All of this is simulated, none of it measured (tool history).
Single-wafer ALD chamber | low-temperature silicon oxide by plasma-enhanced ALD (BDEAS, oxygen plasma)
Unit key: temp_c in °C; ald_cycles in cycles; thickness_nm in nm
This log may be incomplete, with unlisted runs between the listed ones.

{"run": 1, "hour": 0.0, "temp_c": 100, "ald_cycles": 37, "thickness_nm": 5.2773}
{"run": 2, "hour": 8.8, "temp_c": 101, "ald_cycles": 36, "thickness_nm": 5.1397}
{"run": 3, "hour": 10.4, "temp_c": 97, "ald_cycles": 36, "thickness_nm": 5.1706}
{"run": 4, "hour": 13.8, "temp_c": 98, "ald_cycles": 35, "thickness_nm": 5.0262}
{"run": 5, "hour": 22.4, "temp_c": 99, "ald_cycles": 34, "thickness_nm": 4.8607}
{"run": 6, "hour": 24.8, "temp_c": 105, "ald_cycles": 34, "thickness_nm": 4.7902}
{"run": 7, "hour": 28.2, "temp_c": 106, "ald_cycles": 33, "thickness_nm": 4.6247}
{"run": 8, "hour": 34.2, "temp_c": 107, "ald_cycles": 32, "thickness_nm": 4.4871}
{"run": 9, "hour": 36.0, "temp_c": 108, "ald_cycles": 31, "thickness_nm": 4.3594}

What does the tool deliver on the next run?
{"run": 10, "hour": 37.1, "temp_c": 114, "ald_cycles": 26, "thickness_nm": "?"}

{"run 10": {"thickness_nm": 3.6476}}

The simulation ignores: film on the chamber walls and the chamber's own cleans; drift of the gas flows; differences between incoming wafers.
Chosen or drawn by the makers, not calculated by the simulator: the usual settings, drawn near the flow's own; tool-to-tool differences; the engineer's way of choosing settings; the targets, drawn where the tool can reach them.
